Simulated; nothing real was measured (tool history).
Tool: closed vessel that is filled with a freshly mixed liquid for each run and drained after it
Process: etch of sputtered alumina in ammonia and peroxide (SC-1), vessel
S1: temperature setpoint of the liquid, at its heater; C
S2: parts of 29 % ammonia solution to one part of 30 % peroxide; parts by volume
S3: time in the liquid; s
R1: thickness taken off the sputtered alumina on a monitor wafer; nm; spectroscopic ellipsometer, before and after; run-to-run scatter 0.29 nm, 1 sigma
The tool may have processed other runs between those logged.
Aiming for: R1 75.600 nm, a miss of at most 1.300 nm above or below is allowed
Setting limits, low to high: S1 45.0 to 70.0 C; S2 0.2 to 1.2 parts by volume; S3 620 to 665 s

Run 1, day 0.000: S1 61.0 C, S2 0.9 parts by volume, S3 620 s. Result: R1 66.334 nm.
Run 2, day 0.329: S1 54.5 C, S2 0.9 parts by volume, S3 620 s. Result: R1 47.396 nm.
Run 3, day 0.475: S1 60.5 C, S2 0.9 parts by volume, S3 620 s. Result: R1 65.528 nm.
Run 4, day 0.833: S1 60.5 C, S2 1.2 parts by volume, S3 620 s. Result: R1 66.741 nm.
Run 5, day 1.079: S1 54.0 C, S2 1.2 parts by volume, S3 620 s. Result: R1 47.224 nm.
Run 6, day 1.446: S1 54.0 C, S2 1.2 parts by volume, S3 620 s. Result: R1 47.424 nm.
Run 7, day 1.612: S1 57.0 C, S2 1.2 parts by volume, S3 620 s. Result: R1 55.750 nm.
Run 8, day 1.933: S1 59.0 C, S2 1.2 parts by volume, S3 620 s. Result: R1 61.488 nm.
Run 9, day 2.108: S1 60.5 C, S2 1.2 parts by volume, S3 620 s. Result: R1 66.535 nm.
Run 10, day 2.171: S1 61.5 C, S2 1.2 parts by volume, S3 620 s. Result: R1 70.340 nm.
Run 11, day 2.525: S1 62.0 C, S2 1.2 parts by volume, S3 620 s. Result: R1 72.677 nm.
Run 12, day 2.717: S1 62.5 C, S2 1.2 parts by volume, S3 620 s. Result: R1 73.215 nm.

Next run, 4 choices. One meets every target within its allowed miss, the rest don't. Which?
Run A, day 2.908: S1 62.0 C, S2 1.2 parts by volume, S3 620 s. Result: R1 ?.
Run B, day 2.908: S1 62.0 C, S2 1.2 parts by volume, S3 655 s. Result: R1 ?.
Run C, day 2.908: S1 63.5 C, S2 1.1 parts by volume, S3 635 s. Result: R1 ?.
Run D, day 2.908: S1 62.5 C, S2 1.2 parts by volume, S3 650 s. Result: R1 ?.

move      R1
   A  72.092
   B  76.162
   C  78.978
   D  77.514
A: misses by more than the last run did
B: meets every target
C: moves the result that the last run missed by most past its target, out the other side
D: moves the result that the last run missed by most past its target, out the other side
Move B is the one to make.
